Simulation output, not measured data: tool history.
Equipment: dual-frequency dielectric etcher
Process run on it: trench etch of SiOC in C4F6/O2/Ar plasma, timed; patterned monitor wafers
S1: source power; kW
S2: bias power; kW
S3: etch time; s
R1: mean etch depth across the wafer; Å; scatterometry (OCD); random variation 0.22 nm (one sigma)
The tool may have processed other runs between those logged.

run 1 day=0.000 | S1=0.410 S2=0.173 S3=21.5 | R1=459.57
run 2 day=0.138 | S1=0.410 S2=0.173 S3=21.5 | R1=459.06
run 3 day=0.308 | S1=0.410 S2=0.173 S3=22.0 | R1=467.11
run 4 day=0.375 | S1=0.390 S2=0.171 S3=22.0 | R1=463.43
run 5 day=0.500 | S1=0.390 S2=0.196 S3=22.0 | R1=479.28
run 6 day=0.638 | S1=0.390 S2=0.183 S3=22.0 | R1=472.45
run 7 day=1.008 | S1=0.370 S2=0.178 S3=22.0 | R1=460.42
run 8 day=1.133 | S1=0.350 S2=0.174 S3=22.0 | R1=444.46

Run 9, settings as shown, results not yet in. Your forecast:
run 9 day=1.192 | S1=0.340 S2=0.173 S3=22.0 | R1=?

Run 9 gave R1 443.36 Å.
